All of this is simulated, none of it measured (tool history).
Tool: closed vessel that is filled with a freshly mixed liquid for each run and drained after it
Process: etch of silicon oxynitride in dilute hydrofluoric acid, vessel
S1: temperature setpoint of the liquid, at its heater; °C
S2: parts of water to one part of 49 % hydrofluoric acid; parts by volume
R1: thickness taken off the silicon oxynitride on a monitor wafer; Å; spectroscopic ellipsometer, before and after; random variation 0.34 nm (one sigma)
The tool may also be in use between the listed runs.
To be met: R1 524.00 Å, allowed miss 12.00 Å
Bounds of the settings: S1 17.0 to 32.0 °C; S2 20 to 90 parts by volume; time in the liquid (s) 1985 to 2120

Run 1, hour 0.0: S1 24.0 °C, S2 50 parts by volume, time in the liquid (s) 1985. Result: R1 755.39 Å.
Run 2, hour 6.1: S1 23.0 °C, S2 50 parts by volume, time in the liquid (s) 1985. Result: R1 728.47 Å.
Run 3, hour 7.7: S1 23.0 °C, S2 50 parts by volume, time in the liquid (s) 2120. Result: R1 777.01 Å.
Run 4, hour 9.0: S1 21.0 °C, S2 50 parts by volume, time in the liquid (s) 2120. Result: R1 701.02 Å.
Run 5, hour 17.3: S1 21.0 °C, S2 50 parts by volume, time in the liquid (s) 2120. Result: R1 701.29 Å.
Run 6, hour 19.6: S1 20.5 °C, S2 50 parts by volume, time in the liquid (s) 2120. Result: R1 689.30 Å.
Run 7, hour 24.7: S1 20.0 °C, S2 50 parts by volume, time in the liquid (s) 2120. Result: R1 669.94 Å.
Run 8, hour 26.9: S1 19.5 °C, S2 50 parts by volume, time in the liquid (s) 2120. Result: R1 650.69 Å.
Run 9, hour 29.7: S1 19.0 °C, S2 50 parts by volume, time in the liquid (s) 2120. Result: R1 641.56 Å.
Run 10, hour 37.3: S1 18.0 °C, S2 55 parts by volume, time in the liquid (s) 2120. Result: R1 551.13 Å.

5 next moves are on the table. One of them brings every result within its allowed miss. Which?
Run A, hour 44.9: S1 17.5 °C, S2 50 parts by volume, time in the liquid (s) 2120. Result: R1 ?.
Run B, hour 44.9: S1 18.0 °C, S2 50 parts by volume, time in the liquid (s) 2010. Result: R1 ?.
Run C, hour 44.9: S1 17.0 °C, S2 50 parts by volume, time in the liquid (s) 2025. Result: R1 ?.
Run D, hour 44.9: S1 17.5 °C, S2 55 parts by volume, time in the liquid (s) 2100. Result: R1 ?.
Run E, hour 44.9: S1 17.0 °C, S2 50 parts by volume, time in the liquid (s) 2120. Result: R1 ?.

move      R1
   A  588.35
   B  572.29
   C  547.73
   D  528.15
   E  573.42
A: further off than the last run
B: further off than the last run
C: nearer than the last run, and not there yet
D: meets every target
E: further off than the last run
Move D is the one to make.

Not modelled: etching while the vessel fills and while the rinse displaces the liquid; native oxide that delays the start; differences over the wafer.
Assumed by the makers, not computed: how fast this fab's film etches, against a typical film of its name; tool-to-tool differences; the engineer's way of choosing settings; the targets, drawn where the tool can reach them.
